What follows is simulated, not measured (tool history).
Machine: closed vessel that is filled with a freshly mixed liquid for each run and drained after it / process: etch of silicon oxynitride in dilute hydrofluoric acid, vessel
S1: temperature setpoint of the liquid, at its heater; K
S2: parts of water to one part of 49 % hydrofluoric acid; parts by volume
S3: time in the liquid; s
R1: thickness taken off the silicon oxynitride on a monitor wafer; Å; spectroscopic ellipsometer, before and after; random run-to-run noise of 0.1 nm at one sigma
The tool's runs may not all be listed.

{"run": 1, "hour": 0.0, "S1": 297.15, "S2": 135, "S3": 2640, "R1": 375.4}
{"run": 2, "hour": 2.9, "S1": 295.15, "S2": 150, "S3": 2640, "R1": 302.8}
{"run": 3, "hour": 7.1, "S1": 295.15, "S2": 125, "S3": 2640, "R1": 375.26}
{"run": 4, "hour": 10.9, "S1": 295.15, "S2": 125, "S3": 2850, "R1": 403.48}
{"run": 5, "hour": 15.5, "S1": 295.15, "S2": 125, "S3": 2850, "R1": 401.34}
{"run": 6, "hour": 22.3, "S1": 295.15, "S2": 100, "S3": 2850, "R1": 516.93}
{"hour": 29.9, "done": "thermometer replaced"}
{"run": 7, "hour": 29.9, "S1": 293.65, "S2": 125, "S3": 2845, "R1": 336.75}
{"run": 8, "hour": 36.2, "S1": 290.15, "S2": 170, "S3": 2840, "R1": 199.43}
{"run": 9, "hour": 44.7, "S1": 290.15, "S2": 175, "S3": 2840, "R1": 195.26}

Forecast run 10:
{"run": 10, "hour": 47.5, "S1": 290.15, "S2": 180, "S3": 2840, "R1": "?"}

Logged for run 10: R1 187.63 Å.

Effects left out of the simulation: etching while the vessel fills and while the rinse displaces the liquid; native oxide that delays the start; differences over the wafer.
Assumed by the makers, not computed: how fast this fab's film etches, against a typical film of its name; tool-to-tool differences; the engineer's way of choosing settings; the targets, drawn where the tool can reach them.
